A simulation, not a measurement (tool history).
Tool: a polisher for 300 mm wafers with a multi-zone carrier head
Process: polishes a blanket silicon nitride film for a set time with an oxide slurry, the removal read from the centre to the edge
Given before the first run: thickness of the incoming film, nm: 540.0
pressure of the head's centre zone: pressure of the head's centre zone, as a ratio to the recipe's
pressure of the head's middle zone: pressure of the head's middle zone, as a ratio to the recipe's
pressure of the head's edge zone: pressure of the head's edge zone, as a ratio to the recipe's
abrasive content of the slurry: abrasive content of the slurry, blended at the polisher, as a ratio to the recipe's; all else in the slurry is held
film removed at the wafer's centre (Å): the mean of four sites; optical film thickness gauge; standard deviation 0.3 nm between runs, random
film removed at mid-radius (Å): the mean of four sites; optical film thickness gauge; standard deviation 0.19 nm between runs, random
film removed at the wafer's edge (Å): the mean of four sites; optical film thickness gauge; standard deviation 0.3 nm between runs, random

| run | hour | flow of slurry (ml/min) | pressure of the head's centre zone | pressure of the head's middle zone | pressure of the head's edge zone | abrasive content of the slurry | polishing time (s) | film removed at the wafer's centre (Å) | film removed at mid-radius (Å) | film removed at the wafer's edge (Å) |
|---|---|---|---|---|---|---|---|---|---|---|
| 1 | 0.0 | 175 | 1.00 | 1.00 | 1.00 | 1.0 | 48 | 332.31 | 334.41 | 331.31 |
| 2 | 2.2 | 175 | 0.97 | 1.00 | 1.00 | 1.0 | 48 | 323.53 | 335.59 | 335.30 |
| 3 | 4.8 | 175 | 0.97 | 1.00 | 1.00 | 1.0 | 42 | 288.03 | 292.80 | 294.10 |
| 4 | 7.8 | 175 | 0.97 | 1.00 | 1.00 | 1.0 | 46 | 302.60 | 319.05 | 323.74 |
| 5 | 14.9 | 175 | 0.97 | 1.00 | 0.98 | 0.9 | 45 | 287.29 | 300.04 | 292.90 |
| 6 | 16.7 | 170 | 0.97 | 0.98 | 0.96 | 0.8 | 45 | 272.92 | 276.08 | 278.06 |

For run 7, what comes out?
| 7 | 25.6 | 170 | 0.97 | 0.98 | 0.96 | 0.8 | 45 | ? | ? | ? |

{"run 7": {"film removed at the wafer's centre (Å)": 271.35, "film removed at mid-radius (Å)": 278.94, "film removed at the wafer's edge (Å)": 280.99}}
